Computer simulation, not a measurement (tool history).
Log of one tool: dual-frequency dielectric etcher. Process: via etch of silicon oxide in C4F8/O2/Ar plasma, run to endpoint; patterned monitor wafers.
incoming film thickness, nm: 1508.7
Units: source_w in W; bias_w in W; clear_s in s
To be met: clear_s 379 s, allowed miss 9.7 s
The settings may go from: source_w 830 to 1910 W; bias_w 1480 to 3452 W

run	day	source_w	bias_w	clear_s
1	0	1370	2466	319.72
2	0.067	1370	2787	310.33
3	0.383	1260	2679	323.84
4	0.7	1180	2601	335.31
5	0.85	1180	2850	328.05
6	1.038	1110	2781	337.09
7	1.271	1050	2723	349.97
8	1.304	1010	2704	356.37
9	1.667	980	2690	365.76
10	1.892	970	2684	361.79
11	2.2	950	2673	366.86

Which of these 5 next moves meets every target?
A	2.508	930	2872	?
B	2.508	1080	2581	?
C	2.508	980	2899	?
D	2.508	1050	2549	?
E	2.508	1030	2216	?

move	clear_s
A	362.36
B	351.05
C	353.15
D	356.72
E	375.24
A: further off than the last run
B: further off than the last run
C: further off than the last run
D: further off than the last run
E: meets every target
The right move is E.

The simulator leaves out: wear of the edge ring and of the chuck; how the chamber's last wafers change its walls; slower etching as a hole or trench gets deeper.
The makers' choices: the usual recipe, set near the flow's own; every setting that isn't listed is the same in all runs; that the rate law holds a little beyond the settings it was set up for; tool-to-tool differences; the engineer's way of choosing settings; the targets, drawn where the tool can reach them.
